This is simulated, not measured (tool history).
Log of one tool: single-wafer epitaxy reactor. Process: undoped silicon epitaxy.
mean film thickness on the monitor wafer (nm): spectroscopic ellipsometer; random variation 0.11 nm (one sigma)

run,hour,wafer temperature setpoint (pyrometer-controlled) (K),deposition time (s),mean film thickness on the monitor wafer (nm)
1,0,943.15,207,50.397
2,4,939.15,206,45.535
3,10.4,937.15,206,43.33
4,12.4,943.15,206,50.061
# hour 20: pyrometer calibrated
5,20,939.15,205,48.218
6,25.4,934.15,203,42.187
7,34.2,932.15,203,40.394

Run 8 comes next. What will it give?
8,42.5,931.15,203,?

Run 8 gave mean film thickness on the monitor wafer (nm) 39.452.

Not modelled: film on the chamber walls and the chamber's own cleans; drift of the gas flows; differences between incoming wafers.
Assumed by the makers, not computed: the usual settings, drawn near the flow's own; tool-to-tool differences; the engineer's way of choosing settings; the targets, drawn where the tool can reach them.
